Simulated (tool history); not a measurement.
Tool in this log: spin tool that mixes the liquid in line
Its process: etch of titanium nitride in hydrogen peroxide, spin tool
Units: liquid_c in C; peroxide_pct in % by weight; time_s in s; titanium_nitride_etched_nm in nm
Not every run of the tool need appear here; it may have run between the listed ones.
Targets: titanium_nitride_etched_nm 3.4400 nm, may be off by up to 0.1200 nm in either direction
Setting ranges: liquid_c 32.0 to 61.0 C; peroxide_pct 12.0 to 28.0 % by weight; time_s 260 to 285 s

run,day,liquid_c,peroxide_pct,time_s,titanium_nitride_etched_nm
1,0.000,45.0,19.0,260,9.5726
2,0.304,45.0,21.5,260,9.9493
3,0.642,43.0,20.5,260,8.2279
4,1.012,41.5,20.5,260,7.4820
5,1.229,40.0,20.0,260,6.5816
6,1.375,46.5,20.0,260,10.6430
7,1.488,44.0,19.5,260,9.0039
8,1.521,42.0,18.5,260,7.6220
9,1.583,42.0,18.5,260,7.5982
10,1.788,42.0,18.5,260,7.7219
11,2.038,42.0,18.5,260,7.5234

Which single option among these 5 for the next run brings every result within its allowed miss of target? Just one does.
A,2.288,32.0,18.5,260,?
B,2.288,35.5,12.0,260,?
C,2.288,37.5,20.0,260,?
D,2.288,33.5,18.0,260,?
E,2.288,47.0,17.5,285,?

move,titanium_nitride_etched_nm
A,3.4735
B,4.1968
C,5.4710
D,3.8971
E,11.9810
A: hits every target within its allowed miss
B: nearer the targets than the last run, but a result is still out of spec
C: nearer the targets than the last run, but a result is still out of spec
D: nearer the targets than the last run, but a result is still out of spec
E: further off than the last run
Go with A: it meets all targets.

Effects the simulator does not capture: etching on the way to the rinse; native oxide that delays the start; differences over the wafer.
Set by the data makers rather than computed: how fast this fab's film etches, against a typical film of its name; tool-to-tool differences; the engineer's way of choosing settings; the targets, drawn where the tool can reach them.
